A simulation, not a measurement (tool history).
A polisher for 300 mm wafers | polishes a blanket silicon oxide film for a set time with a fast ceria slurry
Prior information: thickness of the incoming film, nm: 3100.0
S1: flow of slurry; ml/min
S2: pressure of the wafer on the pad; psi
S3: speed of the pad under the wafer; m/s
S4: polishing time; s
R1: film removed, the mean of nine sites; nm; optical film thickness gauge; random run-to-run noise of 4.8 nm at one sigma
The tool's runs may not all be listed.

run,day,S1,S2,S3,S4,R1
1,0.000,225,2.3,1.1,23,269.66
2,0.167,225,2.3,1.1,21,241.96
3,0.296,250,2.3,1.1,21,249.54
4,0.571,250,2.4,1.1,21,267.12
5,0.775,255,2.5,1.1,21,275.20
6,1.108,255,2.6,1.1,21,282.51
7,1.200,255,2.7,1.1,21,290.34

What does the tool deliver on the next run?
8,1.529,255,2.8,1.1,21,?

{"run 8": {"R1": 295.99}}

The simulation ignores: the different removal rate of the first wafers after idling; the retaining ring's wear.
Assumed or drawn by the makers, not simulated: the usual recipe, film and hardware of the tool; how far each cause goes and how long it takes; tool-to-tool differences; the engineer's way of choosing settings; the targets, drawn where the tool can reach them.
